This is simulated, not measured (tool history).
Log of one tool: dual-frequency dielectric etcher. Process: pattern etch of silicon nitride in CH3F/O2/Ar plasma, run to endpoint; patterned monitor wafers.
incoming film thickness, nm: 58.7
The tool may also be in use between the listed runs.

run,hour,source power (W),bias power (W),endpoint time (s)
1,0.0,320,60,93.234
2,7.6,320,50,97.165
3,9.9,270,50,100.930
4,12.9,310,55,96.715
5,21.7,310,45,101.480
6,26.4,340,51,97.049
7,33.5,340,51,95.361

What will run 8 give?
8,36.6,360,54,?

Run 8 yielded endpoint time (s) 93.634.
